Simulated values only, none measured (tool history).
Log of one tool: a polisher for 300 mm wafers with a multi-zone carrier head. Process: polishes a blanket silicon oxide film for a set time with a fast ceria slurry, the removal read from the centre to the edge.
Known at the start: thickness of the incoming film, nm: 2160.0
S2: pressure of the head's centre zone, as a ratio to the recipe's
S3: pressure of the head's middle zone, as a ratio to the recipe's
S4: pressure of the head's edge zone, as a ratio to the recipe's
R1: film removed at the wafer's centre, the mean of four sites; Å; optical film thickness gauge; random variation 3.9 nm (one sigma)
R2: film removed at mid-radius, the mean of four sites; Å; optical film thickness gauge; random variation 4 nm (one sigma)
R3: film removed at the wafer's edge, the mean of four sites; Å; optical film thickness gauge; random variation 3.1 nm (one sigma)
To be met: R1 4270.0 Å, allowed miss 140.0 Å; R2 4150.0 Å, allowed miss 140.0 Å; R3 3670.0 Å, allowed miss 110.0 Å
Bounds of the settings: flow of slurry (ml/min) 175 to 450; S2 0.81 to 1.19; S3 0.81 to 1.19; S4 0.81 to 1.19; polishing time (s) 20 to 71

run 1 hour=0.0 | flow_of_slurry_(ml/min)=290 S2=1.00 S3=1.00 S4=1.00 polishing_time_(s)=45 | R1=4334.4 R2=4240.8 R3=4158.7
run 2 hour=7.7 | flow_of_slurry_(ml/min)=290 S2=1.00 S3=1.00 S4=0.92 polishing_time_(s)=45 | R1=4341.6 R2=4259.3 R3=3955.6
run 3 hour=16.5 | flow_of_slurry_(ml/min)=285 S2=1.00 S3=1.00 S4=0.90 polishing_time_(s)=45 | R1=4277.1 R2=4259.0 R3=3910.1
run 4 hour=18.2 | flow_of_slurry_(ml/min)=285 S2=1.04 S3=1.00 S4=0.90 polishing_time_(s)=45 | R1=4457.3 R2=4238.5 R3=3921.3
run 5 hour=22.3 | flow_of_slurry_(ml/min)=285 S2=1.04 S3=0.93 S4=0.90 polishing_time_(s)=45 | R1=4492.5 R2=3959.1 R3=3970.7
run 6 hour=26.4 | flow_of_slurry_(ml/min)=280 S2=1.03 S3=0.95 S4=0.88 polishing_time_(s)=45 | R1=4415.5 R2=4124.0 R3=3925.1
run 7 hour=28.0 | flow_of_slurry_(ml/min)=280 S2=1.03 S3=0.95 S4=0.88 polishing_time_(s)=45 | R1=4344.5 R2=4037.0 R3=3919.2
run 8 hour=32.1 | flow_of_slurry_(ml/min)=280 S2=1.03 S3=0.96 S4=0.86 polishing_time_(s)=45 | R1=4446.0 R2=4109.7 R3=3924.5

Which of these 4 next moves meets every target?
run A hour=36.2 | flow_of_slurry_(ml/min)=250 S2=0.91 S3=0.87 S4=0.93 polishing_time_(s)=46 | R1=? R2=? R3=?
run B hour=36.2 | flow_of_slurry_(ml/min)=265 S2=1.07 S3=1.07 S4=1.03 polishing_time_(s)=42 | R1=? R2=? R3=?
run C hour=36.2 | flow_of_slurry_(ml/min)=245 S2=1.04 S3=1.03 S4=0.84 polishing_time_(s)=44 | R1=? R2=? R3=?
run D hour=36.2 | flow_of_slurry_(ml/min)=275 S2=0.99 S3=0.96 S4=0.95 polishing_time_(s)=46 | R1=? R2=? R3=?

move=A R1=3955.0 R2=3885.5 R3=4025.3
move=B R1=4289.5 R2=4085.7 R3=3871.7
move=C R1=4319.6 R2=4133.8 R3=3662.8
move=D R1=4362.2 R2=4183.8 R3=4096.9
A: further off than the last run
B: nearer than the last run, and not there yet
C: meets every target
D: further off than the last run
Move C is the one to make.
